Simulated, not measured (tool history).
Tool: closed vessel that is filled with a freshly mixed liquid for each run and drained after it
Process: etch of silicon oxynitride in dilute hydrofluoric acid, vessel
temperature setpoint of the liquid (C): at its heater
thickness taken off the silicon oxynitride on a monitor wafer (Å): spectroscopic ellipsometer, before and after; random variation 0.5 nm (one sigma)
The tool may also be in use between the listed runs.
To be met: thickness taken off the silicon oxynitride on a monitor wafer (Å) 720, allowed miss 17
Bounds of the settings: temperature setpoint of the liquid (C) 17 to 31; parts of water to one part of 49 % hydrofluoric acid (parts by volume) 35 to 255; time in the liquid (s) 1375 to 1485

run  hour  temperature setpoint of the liquid (C)  parts of water to one part of 49 % hydrofluoric acid (parts by volume)  time in the liquid (s)  thickness taken off the silicon oxynitride on a monitor wafer (Å)
  1     0                                      23                                                                     145                    1375                                                                407
  2   4.8                                      23                                                                     100                    1375                                                             607.34
  3   8.3                                      23                                                                     125                    1375                                                             473.73
  4  10.7                                      23                                                                     125                    1485                                                             518.04
  5  17.4                                      23                                                                     125                    1485                                                             509.19
  6  20.3                                      25                                                                     125                    1485                                                             565.61
  7  27.9                                    26.5                                                                     125                    1485                                                             597.74
  8  34.7                                    27.5                                                                     125                    1485                                                             628.01
  9  37.5                                    28.5                                                                     125                    1485                                                             657.04

Which of these 4 next moves meets every target?
  A  40.3                                    28.5                                                                     110                    1420                                                                  ?
  B  40.3                                    29.5                                                                     110                    1410                                                                  ?
  C  40.3                                      27                                                                     105                    1485                                                                  ?
  D  40.3                                      29                                                                     125                    1485                                                                  ?

move  thickness taken off the silicon oxynitride on a monitor wafer (Å)
   A                                                             721.26
   B                                                             749.08
   C                                                             741.55
   D                                                              669.1
A: meets every target
B: takes the result that was furthest off past its target
C: takes the result that was furthest off past its target
D: nearer than the last run, and not there yet
The right move is A.
